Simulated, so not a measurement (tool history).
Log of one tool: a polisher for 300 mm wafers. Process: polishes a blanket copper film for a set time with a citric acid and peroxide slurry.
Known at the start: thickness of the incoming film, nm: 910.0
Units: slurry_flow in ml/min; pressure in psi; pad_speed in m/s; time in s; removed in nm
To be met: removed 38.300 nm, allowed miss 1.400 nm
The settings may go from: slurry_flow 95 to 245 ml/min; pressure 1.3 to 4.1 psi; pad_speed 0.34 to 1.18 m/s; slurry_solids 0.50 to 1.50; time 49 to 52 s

run  hour  slurry_flow  pressure  pad_speed  slurry_solids  time  removed
  1   0.0          155       2.7       0.76           1.00    49   67.500
  2   3.7          130       2.7       0.76           1.00    49   65.261
  3  12.7          130       2.6       0.76           1.00    49   62.836
  4  17.3          130       2.6       0.88           1.00    49   71.440
  5  20.6          105       2.6       0.88           1.00    49   66.518
  6  21.5          105       2.5       0.88           1.00    49   64.199
  7  29.8          105       2.4       0.88           1.00    49   61.504
  8  37.7          100       1.7       0.82           1.00    49   42.891

5 next moves are on the table. One of them brings every result within its allowed miss. Which?
  A  45.6           95       2.1       0.60           1.05    49        ?
  B  45.6           95       1.4       0.84           1.05    52        ?
  C  45.6           95       1.8       0.80           0.95    50        ?
  D  45.6           95       1.6       0.68           1.10    49        ?
  E  45.6          100       1.5       0.74           1.00    49        ?

move  removed
   A   41.935
   B   37.898
   C   43.267
   D   35.664
   E   34.844
A: nearer than the last run, and not there yet
B: meets every target
C: further off than the last run
D: takes the result that was furthest off past its target
E: takes the result that was furthest off past its target
Move B is the one to make.
